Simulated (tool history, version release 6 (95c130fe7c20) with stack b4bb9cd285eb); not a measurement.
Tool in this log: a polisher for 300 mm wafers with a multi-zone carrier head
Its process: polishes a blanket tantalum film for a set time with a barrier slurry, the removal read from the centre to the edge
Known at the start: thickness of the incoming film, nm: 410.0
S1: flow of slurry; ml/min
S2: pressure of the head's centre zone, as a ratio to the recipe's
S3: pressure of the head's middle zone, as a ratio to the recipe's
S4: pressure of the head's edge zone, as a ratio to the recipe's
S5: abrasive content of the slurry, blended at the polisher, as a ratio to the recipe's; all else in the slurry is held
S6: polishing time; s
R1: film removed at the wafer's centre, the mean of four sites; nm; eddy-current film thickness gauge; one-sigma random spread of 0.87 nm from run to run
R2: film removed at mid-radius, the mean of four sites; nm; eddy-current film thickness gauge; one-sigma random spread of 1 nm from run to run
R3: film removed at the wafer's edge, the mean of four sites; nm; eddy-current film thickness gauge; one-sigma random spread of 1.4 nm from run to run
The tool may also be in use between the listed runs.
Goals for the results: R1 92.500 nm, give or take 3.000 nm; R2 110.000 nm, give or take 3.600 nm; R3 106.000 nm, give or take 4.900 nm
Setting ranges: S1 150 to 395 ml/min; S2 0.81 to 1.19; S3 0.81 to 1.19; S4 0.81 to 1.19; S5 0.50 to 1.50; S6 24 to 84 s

run  hour   S1    S2    S3    S4    S5  S6      R1       R2       R3
  1   0.0  250  1.00  1.00  1.00  1.00  54  83.286   86.485   90.181
  2   8.5  260  1.00  1.05  1.04  1.05  54  86.657   92.076   93.199
  3  10.2  320  1.00  1.05  1.04  1.05  54  87.817   92.316   94.219
  4  16.2  290  1.00  1.05  1.04  1.05  54  85.805   92.756   92.505
  5  18.5  290  0.99  1.06  1.06  1.15  54  87.390   96.526   94.758
  6  24.6  290  0.98  1.06  1.09  1.20  55  89.892   97.292  100.220
  7  26.3  290  0.97  1.09  1.10  1.25  55  90.063  101.530  101.220
  8  30.5  290  0.97  1.09  1.10  1.25  55  90.236  100.900  101.230

Pick the move, out of 5, that brings all results within their allowed miss; only one does.
  A  34.7  300  0.93  1.09  1.05  1.20  59   ?   ?   ?
  B  34.7  270  1.06  1.08  1.16  1.10  58   ?   ?   ?
  C  34.7  310  1.01  1.19  1.04  1.20  55   ?   ?   ?
  D  34.7  320  1.01  1.19  0.96  1.35  53   ?   ?   ?
  E  34.7  280  1.02  1.10  1.07  1.30  58   ?   ?   ?

move       R1       R2       R3
   A   93.553  108.510  107.390
   B  101.250  102.170  106.670
   C   95.189  109.410   99.843
   D   94.711  108.830   96.141
   E  102.120  108.790  107.890
A: hits every target within its allowed miss
B: the biggest miss grows against the last run
C: puts the biggest miss on target and leaves a different result outside tolerance
D: puts the biggest miss on target and leaves a different result outside tolerance
E: puts the biggest miss on target and leaves a different result outside tolerance
The move that meets every target is A.

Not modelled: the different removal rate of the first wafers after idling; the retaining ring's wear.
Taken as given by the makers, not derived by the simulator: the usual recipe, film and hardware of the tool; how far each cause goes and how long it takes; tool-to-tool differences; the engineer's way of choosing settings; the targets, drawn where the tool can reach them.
